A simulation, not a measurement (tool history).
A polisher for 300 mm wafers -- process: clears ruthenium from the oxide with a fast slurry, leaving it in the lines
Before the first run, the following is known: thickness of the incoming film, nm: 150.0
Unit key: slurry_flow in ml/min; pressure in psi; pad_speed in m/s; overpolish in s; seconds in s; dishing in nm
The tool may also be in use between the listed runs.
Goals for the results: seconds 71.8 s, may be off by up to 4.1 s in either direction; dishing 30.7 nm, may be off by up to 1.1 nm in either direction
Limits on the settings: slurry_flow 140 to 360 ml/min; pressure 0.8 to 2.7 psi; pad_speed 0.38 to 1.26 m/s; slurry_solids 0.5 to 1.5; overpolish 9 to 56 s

run 1 hour=0 | slurry_flow=230 pressure=1.7 pad_speed=0.82 slurry_solids=1 overpolish=29 | seconds=79.003 dishing=44.884
run 2 hour=4.4 | slurry_flow=230 pressure=1.3 pad_speed=0.82 slurry_solids=1 overpolish=29 | seconds=105.05 dishing=36.466
run 3 hour=10.8 | slurry_flow=230 pressure=1.3 pad_speed=0.82 slurry_solids=1 overpolish=18 | seconds=101.45 dishing=23.09
run 4 hour=17.6 | slurry_flow=230 pressure=1.3 pad_speed=0.82 slurry_solids=0.8 overpolish=18 | seconds=115.19 dishing=20.451
run 5 hour=19.7 | slurry_flow=230 pressure=1.5 pad_speed=0.82 slurry_solids=0.8 overpolish=18 | seconds=102.16 dishing=23.164
run 6 hour=21.4 | slurry_flow=235 pressure=1.7 pad_speed=0.82 slurry_solids=0.8 overpolish=18 | seconds=88.877 dishing=25.98
run 7 hour=27.9 | slurry_flow=240 pressure=1.8 pad_speed=0.82 slurry_solids=0.8 overpolish=18 | seconds=86.163 dishing=27.712
run 8 hour=36.1 | slurry_flow=240 pressure=1.9 pad_speed=0.82 slurry_solids=0.8 overpolish=17 | seconds=80.86 dishing=27.309
run 9 hour=37.1 | slurry_flow=240 pressure=2 pad_speed=0.82 slurry_solids=0.8 overpolish=17 | seconds=79.069 dishing=28.788

Of the 4 settings listed for the next run, only one would bring every result within its allowed miss of target. Which one?
run A hour=38.1 | slurry_flow=260 pressure=2.2 pad_speed=0.68 slurry_solids=0.75 overpolish=20 | seconds=? dishing=?
run B hour=38.1 | slurry_flow=260 pressure=1.8 pad_speed=0.84 slurry_solids=0.85 overpolish=17 | seconds=? dishing=?
run C hour=38.1 | slurry_flow=325 pressure=1.8 pad_speed=0.84 slurry_solids=0.75 overpolish=20 | seconds=? dishing=?
run D hour=38.1 | slurry_flow=215 pressure=1.9 pad_speed=0.92 slurry_solids=0.85 overpolish=17 | seconds=? dishing=?

move=A seconds=83.615 dishing=30.625
move=B seconds=79.812 dishing=27.457
move=C seconds=84.199 dishing=30.426
move=D seconds=71.611 dishing=30.409
A: lands further from the targets than the last run did
B: lands further from the targets than the last run did
C: lands further from the targets than the last run did
D: every result lands within tolerance
Answer: D

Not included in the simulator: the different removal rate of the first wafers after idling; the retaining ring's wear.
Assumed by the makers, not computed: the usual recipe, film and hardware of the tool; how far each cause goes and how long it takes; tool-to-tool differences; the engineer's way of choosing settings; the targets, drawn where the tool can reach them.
